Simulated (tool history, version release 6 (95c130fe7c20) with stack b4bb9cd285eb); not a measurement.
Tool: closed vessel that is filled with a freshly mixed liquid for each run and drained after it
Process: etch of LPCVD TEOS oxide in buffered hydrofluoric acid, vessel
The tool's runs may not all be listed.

run	day	temperature setpoint of the liquid (C)	parts of 40 % ammonium fluoride to one part of 49 % hydrofluoric acid (parts by volume)	time in the liquid (s)	thickness taken off the LPCVD TEOS oxide on a monitor wafer (nm)
1	0	20	21.5	95	63.087
2	0.033	21.5	19.5	95	74.885
3	0.388	21.5	19.5	100	79.239
4	0.488	21.5	19.5	95	74.886
5	0.638	21.5	17	95	86.301
6	0.704	21.5	14.5	95	100.4
7	0.925	22.5	13.5	95	112.67
8	1.008	23.5	13	95	124.84
9	1.308	24	13	95	128.09

The next listed run, before its measurement:
10	1.629	24.5	12.5	95	?

thickness taken off the LPCVD TEOS oxide on a monitor wafer (nm): 135.02

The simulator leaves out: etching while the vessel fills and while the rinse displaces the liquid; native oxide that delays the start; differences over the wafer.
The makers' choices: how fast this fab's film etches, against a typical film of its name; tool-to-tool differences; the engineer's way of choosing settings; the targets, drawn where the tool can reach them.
